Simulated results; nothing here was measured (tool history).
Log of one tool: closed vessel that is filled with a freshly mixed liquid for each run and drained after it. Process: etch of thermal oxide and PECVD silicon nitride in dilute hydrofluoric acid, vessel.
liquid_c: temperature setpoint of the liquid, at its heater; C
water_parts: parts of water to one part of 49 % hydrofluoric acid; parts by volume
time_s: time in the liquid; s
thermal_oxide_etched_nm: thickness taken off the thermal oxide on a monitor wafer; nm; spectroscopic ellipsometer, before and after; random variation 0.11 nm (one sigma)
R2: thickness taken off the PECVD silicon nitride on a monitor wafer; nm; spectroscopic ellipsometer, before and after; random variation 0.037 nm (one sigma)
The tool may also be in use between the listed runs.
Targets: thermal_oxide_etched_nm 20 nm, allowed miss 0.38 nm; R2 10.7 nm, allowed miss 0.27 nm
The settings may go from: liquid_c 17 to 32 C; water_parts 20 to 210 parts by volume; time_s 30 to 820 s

{"run": 1, "hour": 0.0, "liquid_c": 24, "water_parts": 115, "time_s": 420, "thermal_oxide_etched_nm": 17.751, "R2": 8.5009}
{"run": 2, "hour": 8.7, "liquid_c": 24, "water_parts": 115, "time_s": 325, "thermal_oxide_etched_nm": 13.896, "R2": 6.5644}
{"run": 3, "hour": 15.6, "liquid_c": 25, "water_parts": 110, "time_s": 320, "thermal_oxide_etched_nm": 14.906, "R2": 7.2083}
{"run": 4, "hour": 17.7, "liquid_c": 23.5, "water_parts": 110, "time_s": 320, "thermal_oxide_etched_nm": 14.119, "R2": 6.5724}
{"run": 5, "hour": 26.2, "liquid_c": 23.5, "water_parts": 145, "time_s": 320, "thermal_oxide_etched_nm": 10.261, "R2": 4.9752}
{"run": 6, "hour": 34.4, "liquid_c": 25, "water_parts": 135, "time_s": 315, "thermal_oxide_etched_nm": 11.706, "R2": 5.8116}
{"run": 7, "hour": 41.7, "liquid_c": 26, "water_parts": 125, "time_s": 315, "thermal_oxide_etched_nm": 13.186, "R2": 6.657}
{"run": 8, "hour": 45.4, "liquid_c": 27, "water_parts": 120, "time_s": 315, "thermal_oxide_etched_nm": 14.354, "R2": 7.4134}
{"run": 9, "hour": 46.3, "liquid_c": 30, "water_parts": 90, "time_s": 300, "thermal_oxide_etched_nm": 21.305, "R2": 11.389}

Which of these 4 next moves meets every target?
{"run": "A", "hour": 47.2, "liquid_c": 28, "water_parts": 105, "time_s": 390, "thermal_oxide_etched_nm": "?", "R2": "?"}
{"run": "B", "hour": 47.2, "liquid_c": 27.5, "water_parts": 80, "time_s": 315, "thermal_oxide_etched_nm": "?", "R2": "?"}
{"run": "C", "hour": 47.2, "liquid_c": 28.5, "water_parts": 115, "time_s": 395, "thermal_oxide_etched_nm": "?", "R2": "?"}
{"run": "D", "hour": 47.2, "liquid_c": 32, "water_parts": 115, "time_s": 325, "thermal_oxide_etched_nm": "?", "R2": "?"}

move=A thermal_oxide_etched_nm=21.291 R2=11.129
move=B thermal_oxide_etched_nm=22.905 R2=11.416
move=C thermal_oxide_etched_nm=19.798 R2=10.621
move=D thermal_oxide_etched_nm=18.537 R2=10.862
A: as far off as the last run
B: further off than the last run
C: meets every target
D: takes the result that was furthest off past its target
The right move is C.
